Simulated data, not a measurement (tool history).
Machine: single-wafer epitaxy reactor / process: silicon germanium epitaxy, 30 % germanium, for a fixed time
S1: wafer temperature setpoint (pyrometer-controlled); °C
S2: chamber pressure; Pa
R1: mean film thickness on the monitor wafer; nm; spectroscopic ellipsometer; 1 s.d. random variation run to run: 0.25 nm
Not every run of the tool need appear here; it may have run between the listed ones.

Run 1, hour 0.0: S1 610 °C, S2 3386 Pa. Result: R1 76.485 nm.
Run 2, hour 2.4: S1 607 °C, S2 3373 Pa. Result: R1 73.638 nm.
Run 3, hour 10.5: S1 607 °C, S2 2840 Pa. Result: R1 68.706 nm.
Run 4, hour 12.5: S1 598 °C, S2 2840 Pa. Result: R1 59.413 nm.
Run 5, hour 19.3: S1 589 °C, S2 2840 Pa. Result: R1 51.678 nm.
Run 6, hour 23.7: S1 591 °C, S2 2840 Pa. Result: R1 53.378 nm.
Run 7, hour 24.4: S1 592 °C, S2 2840 Pa. Result: R1 54.020 nm.

What does the tool deliver on the next run?
Run 8, hour 31.6: S1 593 °C, S2 2840 Pa. Result: R1 ?.

R1: 55.229 nm
